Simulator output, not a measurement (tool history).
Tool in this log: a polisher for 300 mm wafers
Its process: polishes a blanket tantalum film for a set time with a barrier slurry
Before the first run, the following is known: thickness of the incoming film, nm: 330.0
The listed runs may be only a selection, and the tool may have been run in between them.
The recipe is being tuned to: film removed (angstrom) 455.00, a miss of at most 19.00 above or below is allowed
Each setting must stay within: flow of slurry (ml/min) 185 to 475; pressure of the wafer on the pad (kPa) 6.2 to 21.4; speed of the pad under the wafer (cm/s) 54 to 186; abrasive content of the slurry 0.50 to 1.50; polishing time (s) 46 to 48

run	hour	flow of slurry (ml/min)	pressure of the wafer on the pad (kPa)	speed of the pad under the wafer (cm/s)	abrasive content of the slurry	polishing time (s)	film removed (angstrom)
1	0.0	305	13.8	118	1.00	46	993.80
2	0.7	305	13.1	114	1.00	46	936.95
3	3.2	305	12.4	110	1.00	46	844.22
4	3.8	305	12.4	110	0.80	46	791.32
5	12.4	305	11.7	108	0.80	46	733.03
6	21.3	305	9.7	108	0.80	46	618.88
7	26.3	305	9.0	108	0.80	46	580.12
8	31.1	305	7.6	106	0.80	46	504.54

Which one of the following 5 next-run settings gets every result inside its allowed miss? There is exactly one.
A	35.9	305	9.7	98	0.60	48	?
B	35.9	340	7.6	94	0.80	46	?
C	35.9	280	6.9	126	0.80	46	?
D	35.9	335	11.7	78	0.75	48	?
E	35.9	245	6.9	122	1.00	46	?

move	film removed (angstrom)
A	513.86
B	451.59
C	549.12
D	549.42
E	574.08
A: lands further from the targets than the last run did
B: each result inside its tolerance
C: lands further from the targets than the last run did
D: lands further from the targets than the last run did
E: lands further from the targets than the last run did
The move that meets every target is B.
